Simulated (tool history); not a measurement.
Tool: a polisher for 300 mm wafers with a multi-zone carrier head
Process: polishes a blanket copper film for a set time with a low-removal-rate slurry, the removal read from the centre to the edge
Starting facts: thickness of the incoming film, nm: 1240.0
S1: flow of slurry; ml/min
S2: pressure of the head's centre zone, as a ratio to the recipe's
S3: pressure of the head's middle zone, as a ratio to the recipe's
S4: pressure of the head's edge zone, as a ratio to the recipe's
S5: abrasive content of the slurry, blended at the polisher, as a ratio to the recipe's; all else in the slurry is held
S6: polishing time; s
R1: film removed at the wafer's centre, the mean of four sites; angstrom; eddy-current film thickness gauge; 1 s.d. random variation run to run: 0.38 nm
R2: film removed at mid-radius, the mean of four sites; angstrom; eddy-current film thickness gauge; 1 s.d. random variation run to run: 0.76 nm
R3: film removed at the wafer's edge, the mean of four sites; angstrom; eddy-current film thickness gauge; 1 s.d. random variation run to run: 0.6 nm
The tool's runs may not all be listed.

run,hour,S1,S2,S3,S4,S5,S6,R1,R2,R3
1,0,140,1,1,1,1,34,716.83,702.31,746.97
2,3.3,135,0.99,0.99,0.98,0.95,34,695.72,687.2,716.04
3,7.9,135,1.06,0.99,0.98,0.95,34,746.29,682.8,729.74
4,11.3,100,1.06,0.99,0.98,0.95,34,699.76,666.6,699.83
5,16.8,100,1.05,0.98,0.97,0.95,34,685.01,642.78,692.47
6,23.8,100,1.04,0.98,0.96,0.95,34,687.32,651.6,688.35
7,29.5,100,1.03,0.97,0.96,0.95,34,677.27,626.64,700.89

The next listed run, before its measurement:
8,35.6,100,1.02,0.97,0.95,0.95,34,?,?,?

Run 8 gave R1 670.21 angstrom, R2 632.24 angstrom, R3 685.93 angstrom.
